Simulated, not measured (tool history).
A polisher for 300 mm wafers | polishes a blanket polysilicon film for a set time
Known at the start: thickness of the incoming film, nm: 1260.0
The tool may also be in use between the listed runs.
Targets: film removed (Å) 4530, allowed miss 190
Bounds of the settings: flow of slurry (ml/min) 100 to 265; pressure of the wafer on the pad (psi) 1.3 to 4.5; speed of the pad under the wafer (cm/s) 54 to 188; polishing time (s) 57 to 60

run	day	flow of slurry (ml/min)	pressure of the wafer on the pad (psi)	speed of the pad under the wafer (cm/s)	polishing time (s)	film removed (Å)
1	0	170	2.9	120	57	5717.6
2	0.317	170	3.4	120	57	6510.1
3	0.588	170	3.2	120	57	6101.8
4	0.95	170	3.2	132	57	6650.2
5	1.262	170	3	132	57	6385.5
6	1.371	170	2.8	132	57	6154.1
7	1.625	170	2.6	132	57	5697.8
8	1.929	170	2.5	132	57	5453.4
9	2.008	170	2.5	132	57	5572.6
10	2.292	170	2.4	132	57	5344.1

5 next moves are on the table. One of them brings every result within its allowed miss. Which?
A	2.575	175	2	128	57	?
B	2.575	200	1.5	134	57	?
C	2.575	165	2.1	106	57	?
D	2.575	175	2.1	110	57	?
E	2.575	230	2.7	88	57	?

move	film removed (Å)
A	4466.5
B	3898.5
C	3820.9
D	3995.1
E	4034.8
A: meets every target
B: takes the result that was furthest off past its target
C: takes the result that was furthest off past its target
D: takes the result that was furthest off past its target
E: takes the result that was furthest off past its target
Answer: A

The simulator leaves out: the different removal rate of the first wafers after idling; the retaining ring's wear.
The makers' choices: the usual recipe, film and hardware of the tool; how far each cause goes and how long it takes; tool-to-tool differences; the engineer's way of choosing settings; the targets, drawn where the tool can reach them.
